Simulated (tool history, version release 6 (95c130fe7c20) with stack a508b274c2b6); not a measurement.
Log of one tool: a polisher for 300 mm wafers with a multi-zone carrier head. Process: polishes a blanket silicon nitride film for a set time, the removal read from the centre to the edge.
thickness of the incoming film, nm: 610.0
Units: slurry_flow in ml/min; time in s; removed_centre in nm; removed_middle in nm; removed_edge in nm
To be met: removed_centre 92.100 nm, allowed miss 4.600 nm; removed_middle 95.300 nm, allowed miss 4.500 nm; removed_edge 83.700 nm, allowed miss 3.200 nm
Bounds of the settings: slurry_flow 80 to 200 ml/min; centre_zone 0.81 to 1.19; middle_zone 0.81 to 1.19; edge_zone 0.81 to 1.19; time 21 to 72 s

run	day	slurry_flow	centre_zone	middle_zone	edge_zone	time	removed_centre	removed_middle	removed_edge
1	0.000	130	1.00	1.00	1.00	46	170.600	171.730	171.510
2	0.233	130	1.00	0.96	1.00	46	168.060	162.930	173.360
3	0.546	130	1.06	0.96	1.00	46	178.280	165.360	174.000
4	0.662	125	1.06	0.97	0.98	43	168.760	153.430	156.450
5	0.879	120	1.04	0.98	0.97	41	156.320	145.690	149.610
6	1.133	120	1.04	0.90	0.97	41	153.610	137.950	150.330
7	1.496	120	1.03	0.92	0.96	39	148.480	132.270	145.000
8	1.675	115	1.02	0.94	0.94	37	134.180	124.420	130.910
9	1.883	115	1.02	0.95	0.93	36	128.660	125.580	129.720
10	2.083	115	1.03	0.96	0.92	35	127.980	122.910	123.780
11	2.117	115	1.03	0.97	0.91	34	124.930	117.050	119.430
12	2.262	115	1.03	0.98	0.90	33	121.650	114.950	115.190

4 next moves are on the table. One of them brings every result within its allowed miss. Which?
A	2.408	105	1.16	0.96	1.02	40	?	?	?
B	2.408	105	1.05	1.09	0.83	25	?	?	?
C	2.408	105	0.83	0.97	0.87	28	?	?	?
D	2.408	95	0.97	1.01	0.83	24	?	?	?

move	removed_centre	removed_middle	removed_edge
A	159.660	133.830	147.700
B	90.348	93.228	83.745
C	79.766	94.688	95.941
D	77.862	81.943	79.193
A: further off than the last run
B: meets every target
C: nearer than the last run, and not there yet
D: takes the result that was furthest off past its target
Answer: B
